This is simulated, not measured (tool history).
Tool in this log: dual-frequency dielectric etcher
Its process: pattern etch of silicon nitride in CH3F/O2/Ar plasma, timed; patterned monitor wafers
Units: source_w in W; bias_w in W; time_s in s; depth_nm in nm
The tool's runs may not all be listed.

run 1 hour=0.0 | source_w=440 bias_w=74 time_s=27.5 | depth_nm=21.254
run 2 hour=5.7 | source_w=460 bias_w=74 time_s=27.5 | depth_nm=21.627
run 3 hour=8.9 | source_w=480 bias_w=74 time_s=27.5 | depth_nm=22.206
run 4 hour=10.5 | source_w=490 bias_w=74 time_s=27.5 | depth_nm=22.086
run 5 hour=15.8 | source_w=420 bias_w=74 time_s=27.5 | depth_nm=21.024
run 6 hour=19.3 | source_w=440 bias_w=74 time_s=27.5 | depth_nm=21.297
run 7 hour=20.3 | source_w=460 bias_w=74 time_s=27.5 | depth_nm=21.561

What does the tool deliver on the next run?
run 8 hour=24.4 | source_w=480 bias_w=74 time_s=27.5 | depth_nm=?

depth_nm: 22.018 nm
